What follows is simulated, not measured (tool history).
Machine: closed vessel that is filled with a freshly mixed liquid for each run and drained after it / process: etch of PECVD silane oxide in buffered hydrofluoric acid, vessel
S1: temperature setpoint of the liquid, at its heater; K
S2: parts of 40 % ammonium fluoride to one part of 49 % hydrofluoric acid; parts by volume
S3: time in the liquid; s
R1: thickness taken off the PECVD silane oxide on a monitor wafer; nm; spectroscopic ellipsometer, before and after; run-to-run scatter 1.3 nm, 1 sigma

{"run": 1, "hour": 0.0, "S1": 295.15, "S2": 10.5, "S3": 95, "R1": 242.75}
{"run": 2, "hour": 4.4, "S1": 292.15, "S2": 10.5, "S3": 95, "R1": 204.3}
{"run": 3, "hour": 5.3, "S1": 293.15, "S2": 10.5, "S3": 95, "R1": 215.67}
{"run": 4, "hour": 11.7, "S1": 293.15, "S2": 10.5, "S3": 105, "R1": 238.24}
{"run": 5, "hour": 17.3, "S1": 293.65, "S2": 10.5, "S3": 105, "R1": 245.29}
{"run": 6, "hour": 25.2, "S1": 294.15, "S2": 10.5, "S3": 105, "R1": 252.3}
{"run": 7, "hour": 32.8, "S1": 294.65, "S2": 10.5, "S3": 105, "R1": 259.15}
{"run": 8, "hour": 38.9, "S1": 295.15, "S2": 10.5, "S3": 105, "R1": 265.84}

Run 9 is up next; what results do you expect?
{"run": 9, "hour": 43.9, "S1": 295.65, "S2": 10.5, "S3": 105, "R1": "?"}

R1: 274.14 nm
